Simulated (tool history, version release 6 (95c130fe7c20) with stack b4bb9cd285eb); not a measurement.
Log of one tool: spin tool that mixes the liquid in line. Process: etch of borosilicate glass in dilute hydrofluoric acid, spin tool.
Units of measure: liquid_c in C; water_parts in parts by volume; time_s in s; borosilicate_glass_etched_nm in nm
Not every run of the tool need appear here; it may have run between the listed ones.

run	hour	liquid_c	water_parts	time_s	borosilicate_glass_etched_nm
1	0.0	21.0	100	80	19.382
2	7.0	21.0	120	80	15.796
3	8.2	23.5	85	80	25.644
4	10.1	23.5	85	60	19.531
5	12.5	23.5	60	60	28.246
6	20.1	23.5	75	60	22.156
# hour 21.4: hydrofluoric acid flow meter replaced
7	21.4	25.5	55	65	39.607

Run 8 comes next. What will it give?
8	26.4	26.5	50	65	?

Run 8 yielded borosilicate_glass_etched_nm 46.221 nm.
